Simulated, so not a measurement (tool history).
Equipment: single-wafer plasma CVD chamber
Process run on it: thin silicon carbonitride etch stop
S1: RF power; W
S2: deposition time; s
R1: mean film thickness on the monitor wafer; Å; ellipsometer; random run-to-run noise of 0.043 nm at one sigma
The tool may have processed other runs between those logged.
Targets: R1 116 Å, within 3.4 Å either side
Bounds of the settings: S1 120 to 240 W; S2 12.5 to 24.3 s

run  hour   S1    S2      R1
  1     0  180  18.4  96.169
  2   6.7  160  18.4  91.671
  3  11.8  140  18.4  86.633
  4  15.5  155  18.9  92.518
  5  16.3  155  17.5  86.165
  6  24.4  140  17.5  82.717
  7  33.3  155  18.3   90.16
  8  41.4  170  18.8  95.621
  9  42.3  180  19.2  100.22

Which one of the following 4 next-run settings gets every result inside its allowed miss? There is exactly one.
  A  43.2  195  19.7   ?
  B  43.2  185  16.2   ?
  C  43.2  180  17.7   ?
  D  43.2  210    21   ?

move      R1
   A  105.62
   B  85.131
   C   92.04
   D  115.75
A: an improvement on the last run, though not all results are within tolerance
B: further off than the last run
C: further off than the last run
D: each result inside its tolerance
Go with D: it meets all targets.
